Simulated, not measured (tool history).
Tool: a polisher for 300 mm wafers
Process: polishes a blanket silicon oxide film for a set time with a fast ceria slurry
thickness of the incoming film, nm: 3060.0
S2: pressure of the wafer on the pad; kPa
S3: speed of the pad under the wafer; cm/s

run 1 hour=0 | flow_of_slurry_(ml/min)=255 S2=23.4 S3=76 polishing_time_(s)=94 | film_removed_(angstrom)=11684
run 2 hour=7.6 | flow_of_slurry_(ml/min)=310 S2=23.4 S3=76 polishing_time_(s)=94 | film_removed_(angstrom)=11804
run 3 hour=10.7 | flow_of_slurry_(ml/min)=310 S2=22.1 S3=76 polishing_time_(s)=94 | film_removed_(angstrom)=11235
run 4 hour=19.2 | flow_of_slurry_(ml/min)=310 S2=21.4 S3=76 polishing_time_(s)=94 | film_removed_(angstrom)=11015
run 5 hour=21.2 | flow_of_slurry_(ml/min)=310 S2=20.7 S3=76 polishing_time_(s)=94 | film_removed_(angstrom)=10793
run 6 hour=27.6 | flow_of_slurry_(ml/min)=310 S2=20.7 S3=76 polishing_time_(s)=99 | film_removed_(angstrom)=11169
run 7 hour=36.1 | flow_of_slurry_(ml/min)=310 S2=20 S3=76 polishing_time_(s)=99 | film_removed_(angstrom)=10983
run 8 hour=43.8 | flow_of_slurry_(ml/min)=310 S2=19.3 S3=76 polishing_time_(s)=99 | film_removed_(angstrom)=10725
run 9 hour=49.3 | flow_of_slurry_(ml/min)=310 S2=19.3 S3=76 polishing_time_(s)=99 | film_removed_(angstrom)=10847
run 10 hour=50.9 | flow_of_slurry_(ml/min)=310 S2=18.6 S3=76 polishing_time_(s)=99 | film_removed_(angstrom)=10469
run 11 hour=56.7 | flow_of_slurry_(ml/min)=310 S2=17.9 S3=76 polishing_time_(s)=99 | film_removed_(angstrom)=10290
run 12 hour=59.2 | flow_of_slurry_(ml/min)=310 S2=17.2 S3=76 polishing_time_(s)=99 | film_removed_(angstrom)=9984.8

Forecast run 13:
run 13 hour=64 | flow_of_slurry_(ml/min)=310 S2=16.5 S3=76 polishing_time_(s)=99 | film_removed_(angstrom)=?

{"run 13": {"film removed (angstrom)": 9481.6}}
